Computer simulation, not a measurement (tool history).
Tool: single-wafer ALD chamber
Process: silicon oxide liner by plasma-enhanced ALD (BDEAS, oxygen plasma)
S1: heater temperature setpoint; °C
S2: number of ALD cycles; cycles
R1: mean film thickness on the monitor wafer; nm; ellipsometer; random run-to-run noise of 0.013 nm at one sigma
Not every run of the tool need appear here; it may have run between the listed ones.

{"run": 1, "day": 0.0, "S1": 315, "S2": 46, "R1": 4.0152}
{"run": 2, "day": 0.217, "S1": 307, "S2": 46, "R1": 4.0605}
{"run": 3, "day": 0.4, "S1": 307, "S2": 49, "R1": 4.2983}
{"run": 4, "day": 0.425, "S1": 307, "S2": 46, "R1": 4.0717}
{"run": 5, "day": 0.767, "S1": 297, "S2": 46, "R1": 4.134}
{"run": 6, "day": 0.95, "S1": 298, "S2": 43, "R1": 3.8607}
{"run": 7, "day": 1.004, "S1": 299, "S2": 41, "R1": 3.668}

Expected results for the next run?
{"run": 8, "day": 1.346, "S1": 300, "S2": 40, "R1": "?"}

Logged for run 8: R1 3.5388 nm.
